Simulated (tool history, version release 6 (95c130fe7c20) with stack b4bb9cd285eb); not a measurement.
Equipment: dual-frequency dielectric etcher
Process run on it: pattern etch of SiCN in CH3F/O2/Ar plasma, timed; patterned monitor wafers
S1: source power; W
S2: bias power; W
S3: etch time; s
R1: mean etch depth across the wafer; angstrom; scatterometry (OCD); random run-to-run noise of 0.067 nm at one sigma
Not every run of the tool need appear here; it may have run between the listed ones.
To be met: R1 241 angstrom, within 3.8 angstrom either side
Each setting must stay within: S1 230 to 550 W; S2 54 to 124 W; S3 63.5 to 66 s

run	hour	S1	S2	S3	R1
1	0	390	89	63.5	264.26
2	4.4	440	89	63.5	273.96
3	8.9	440	89	66	283.04
4	15.7	420	87	66	276.89
5	24.2	360	87	66	265.46
6	29.1	350	87	66	263.34
7	32.1	340	87	66	261.8
8	34.5	330	87	66	259.04
9	35.5	320	87	66	257.85
10	44	310	87	66	253.76

Below are 5 possible settings for the next run. Only one of them brings all results inside the allowed miss of their targets. Which is it?
A	52.5	340	89	66	?
B	52.5	290	98	66	?
C	52.5	280	84	65	?
D	52.5	360	90	64	?
E	52.5	330	96	66	?

move	R1
A	264.48
B	265.52
C	240.39
D	261.98
E	272.09
A: moves away from the targets compared with the last run
B: moves away from the targets compared with the last run
C: every result within its allowed miss
D: moves away from the targets compared with the last run
E: moves away from the targets compared with the last run
Answer: C

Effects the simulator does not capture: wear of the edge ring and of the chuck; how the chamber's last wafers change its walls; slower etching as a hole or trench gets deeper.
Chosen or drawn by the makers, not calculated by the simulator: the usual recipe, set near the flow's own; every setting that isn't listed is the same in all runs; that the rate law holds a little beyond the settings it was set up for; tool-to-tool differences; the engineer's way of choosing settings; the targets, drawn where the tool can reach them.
